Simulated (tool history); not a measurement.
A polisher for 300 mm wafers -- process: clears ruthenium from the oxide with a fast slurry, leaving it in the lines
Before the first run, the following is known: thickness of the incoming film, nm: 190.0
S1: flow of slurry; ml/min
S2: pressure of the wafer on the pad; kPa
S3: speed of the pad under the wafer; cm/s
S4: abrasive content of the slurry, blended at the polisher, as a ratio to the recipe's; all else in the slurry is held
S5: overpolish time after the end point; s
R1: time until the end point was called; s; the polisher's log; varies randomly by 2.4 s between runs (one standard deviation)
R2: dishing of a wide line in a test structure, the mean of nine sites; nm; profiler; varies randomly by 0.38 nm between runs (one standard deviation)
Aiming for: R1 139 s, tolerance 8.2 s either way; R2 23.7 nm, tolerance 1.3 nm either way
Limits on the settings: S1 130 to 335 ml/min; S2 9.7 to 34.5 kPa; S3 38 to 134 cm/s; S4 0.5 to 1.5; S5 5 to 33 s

{"run": 1, "hour": 0.0, "S1": 215, "S2": 22.1, "S3": 86, "S4": 1, "S5": 17, "R1": 44.626, "R2": 41.72}
{"run": 2, "hour": 5.7, "S1": 215, "S2": 22.1, "S3": 70, "S4": 1, "S5": 17, "R1": 54.895, "R2": 36.348}
{"run": 3, "hour": 11.1, "S1": 215, "S2": 17.9, "S3": 62, "S4": 1, "S5": 18, "R1": 76.26, "R2": 30.877}
{"run": 4, "hour": 14.0, "S1": 215, "S2": 17.9, "S3": 78, "S4": 1, "S5": 18, "R1": 59.607, "R2": 33.836}
{"run": 5, "hour": 15.5, "S1": 215, "S2": 15.2, "S3": 68, "S4": 1, "S5": 20, "R1": 81.286, "R2": 30.751}
{"run": 6, "hour": 23.4, "S1": 215, "S2": 13.1, "S3": 62, "S4": 1, "S5": 21, "R1": 104.08, "R2": 26.101}
{"run": 7, "hour": 28.1, "S1": 215, "S2": 11.7, "S3": 60, "S4": 1, "S5": 22, "R1": 118, "R2": 25.353}
{"run": 8, "hour": 30.7, "S1": 215, "S2": 11, "S3": 60, "S4": 1, "S5": 22, "R1": 121.98, "R2": 24.571}
{"run": 9, "hour": 39.7, "S1": 215, "S2": 9.7, "S3": 54, "S4": 1, "S5": 23, "R1": 153.72, "R2": 21.505}
{"run": 10, "hour": 43.4, "S1": 215, "S2": 10.3, "S3": 54, "S4": 1, "S5": 23, "R1": 143.94, "R2": 22.104}

Which of these 5 next moves meets every target?
{"run": "A", "hour": 47.1, "S1": 195, "S2": 9.7, "S3": 56, "S4": 1.05, "S5": 21, "R1": "?", "R2": "?"}
{"run": "B", "hour": 47.1, "S1": 235, "S2": 11, "S3": 48, "S4": 1.1, "S5": 21, "R1": "?", "R2": "?"}
{"run": "C", "hour": 47.1, "S1": 265, "S2": 12.4, "S3": 54, "S4": 0.95, "S5": 21, "R1": "?", "R2": "?"}
{"run": "D", "hour": 47.1, "S1": 200, "S2": 9.7, "S3": 60, "S4": 1, "S5": 24, "R1": "?", "R2": "?"}
{"run": "E", "hour": 47.1, "S1": 210, "S2": 10.3, "S3": 52, "S4": 1, "S5": 22, "R1": "?", "R2": "?"}

move=A R1=144.13 R2=20.72
move=B R1=138.33 R2=21.421
move=C R1=121.68 R2=23.718
move=D R1=139.63 R2=23.642
move=E R1=147.59 R2=21.107
A: the biggest miss grows against the last run
B: the biggest miss grows against the last run
C: the furthest-off result lands on target, but another misses its tolerance
D: all results in spec
E: the biggest miss grows against the last run
Answer: D

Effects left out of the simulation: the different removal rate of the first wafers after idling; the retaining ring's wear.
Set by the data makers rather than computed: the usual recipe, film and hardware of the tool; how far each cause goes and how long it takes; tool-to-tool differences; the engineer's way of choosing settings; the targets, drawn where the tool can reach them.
